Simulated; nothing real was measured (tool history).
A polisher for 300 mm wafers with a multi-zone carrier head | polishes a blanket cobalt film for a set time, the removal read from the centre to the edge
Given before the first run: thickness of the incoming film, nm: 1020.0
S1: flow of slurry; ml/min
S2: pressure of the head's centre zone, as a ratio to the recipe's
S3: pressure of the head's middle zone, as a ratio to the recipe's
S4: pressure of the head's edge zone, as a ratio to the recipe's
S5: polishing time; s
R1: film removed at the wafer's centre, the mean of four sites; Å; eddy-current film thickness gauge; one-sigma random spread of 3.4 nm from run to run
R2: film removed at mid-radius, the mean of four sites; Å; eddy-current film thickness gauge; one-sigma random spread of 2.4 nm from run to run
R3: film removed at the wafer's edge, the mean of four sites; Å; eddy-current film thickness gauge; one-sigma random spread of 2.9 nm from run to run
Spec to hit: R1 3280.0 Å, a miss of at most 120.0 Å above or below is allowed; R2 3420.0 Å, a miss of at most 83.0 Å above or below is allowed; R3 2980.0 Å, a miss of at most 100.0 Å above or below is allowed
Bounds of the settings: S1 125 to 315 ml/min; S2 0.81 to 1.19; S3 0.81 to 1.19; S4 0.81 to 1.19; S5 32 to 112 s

run,hour,S1,S2,S3,S4,S5,R1,R2,R3
1,0.0,205,1.00,1.00,1.00,72,4192.3,4173.9,4245.8
2,2.2,205,1.00,1.00,0.95,72,4260.7,4155.2,4237.4
3,7.7,205,1.00,1.02,0.94,69,4017.9,4038.1,4035.9
4,11.0,205,1.01,1.04,0.93,67,3945.9,3992.5,3853.6
5,17.2,205,1.01,1.05,0.92,66,3843.5,3980.6,3723.5
6,24.9,200,1.01,1.05,0.91,65,3834.9,3898.8,3750.2
7,26.0,205,1.01,1.06,0.91,63,3662.4,3846.6,3593.4
8,34.9,205,1.02,1.06,0.90,62,3706.2,3800.6,3534.4
9,40.5,205,1.02,1.06,0.89,61,3630.8,3699.1,3440.3
10,44.0,205,1.02,1.06,0.88,60,3583.9,3691.7,3384.5
11,48.6,170,1.03,1.07,0.81,53,3120.7,3155.4,2834.7

Which single option among these 4 for the next run brings every result within its allowed miss of target? Just one does.
A,53.2,180,1.00,1.07,0.82,52,?,?,?
B,53.2,175,1.12,1.08,0.81,56,?,?,?
C,53.2,200,1.00,1.12,0.83,48,?,?,?
D,53.2,165,1.06,1.13,0.85,55,?,?,?

move,R1,R2,R3
A,2987.0,3186.5,2799.2
B,3585.1,3438.9,2989.5
C,2813.9,3113.8,2627.9
D,3290.0,3472.2,2961.6
A: nearer than the last run, and not there yet
B: the furthest-off result lands on target, but another misses its tolerance
C: its largest miss is bigger than the last run's
D: every result within its allowed miss
D meets every target.
